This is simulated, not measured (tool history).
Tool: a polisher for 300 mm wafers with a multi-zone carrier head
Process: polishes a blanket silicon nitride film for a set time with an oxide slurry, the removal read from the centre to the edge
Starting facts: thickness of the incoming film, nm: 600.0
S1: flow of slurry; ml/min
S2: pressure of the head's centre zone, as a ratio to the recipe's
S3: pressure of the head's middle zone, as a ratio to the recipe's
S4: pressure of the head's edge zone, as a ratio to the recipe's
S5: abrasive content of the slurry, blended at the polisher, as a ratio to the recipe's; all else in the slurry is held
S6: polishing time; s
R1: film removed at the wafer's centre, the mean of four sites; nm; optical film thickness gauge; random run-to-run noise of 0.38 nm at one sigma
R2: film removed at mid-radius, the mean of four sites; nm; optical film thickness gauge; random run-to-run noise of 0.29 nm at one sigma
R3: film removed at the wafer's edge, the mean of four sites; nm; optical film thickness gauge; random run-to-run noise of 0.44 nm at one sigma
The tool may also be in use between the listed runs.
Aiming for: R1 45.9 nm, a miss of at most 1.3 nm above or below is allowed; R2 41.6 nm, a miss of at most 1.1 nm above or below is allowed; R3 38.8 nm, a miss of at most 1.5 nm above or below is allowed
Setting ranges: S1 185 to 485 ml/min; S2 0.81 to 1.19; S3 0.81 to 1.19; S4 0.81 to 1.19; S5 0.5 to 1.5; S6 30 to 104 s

run	hour	S1	S2	S3	S4	S5	S6	R1	R2	R3
1	0	310	1	1	1	1	67	44.13	43.044	42.116
2	3.1	310	1	1.05	1	1	67	44.411	45.039	42.733
3	5.6	310	1	1.05	0.96	1	67	44.296	45.061	42.254
4	8.5	310	1	1.05	0.96	1	83	55.138	55.721	51.126
5	16.5	310	1	1.05	1.04	1	83	54.951	55.682	53.639
6	25.2	310	1	1.01	0.97	0.85	83	50.372	48.565	46.177
7	31.7	305	0.99	0.98	0.92	0.8	83	46.801	45.687	44.751
8	36.3	315	1.01	0.98	0.89	0.75	83	44.832	43.34	40.495
9	38.4	315	1.03	0.97	0.89	0.75	83	45.908	43.397	41.3
10	42.5	320	1.05	0.96	0.87	0.75	83	46.816	42.078	40.764
11	46.2	320	1.05	0.96	0.85	0.75	83	47.841	42.813	39.653

Next run, 5 choices. One meets every target within its allowed miss, the rest don't. Which?
A	49.9	320	1.13	0.95	0.81	0.85	79	?	?	?
B	49.9	315	1.17	0.94	0.95	0.8	79	?	?	?
C	49.9	310	1.06	0.97	0.84	0.75	81	?	?	?
D	49.9	210	0.99	1.02	0.96	0.65	98	?	?	?
E	49.9	320	1.11	0.97	0.84	0.8	79	?	?	?

move	R1	R2	R3
A	52.181	43.832	40.715
B	51.41	41.552	41.894
C	46.126	41.634	38.623
D	44.181	44.298	42.375
E	49.26	42.746	39.634
A: its largest miss is bigger than the last run's
B: its largest miss is bigger than the last run's
C: each result inside its tolerance
D: takes the biggest miss from the last run beyond its target
E: its largest miss is bigger than the last run's
C is the move that brings every result within its allowed miss.
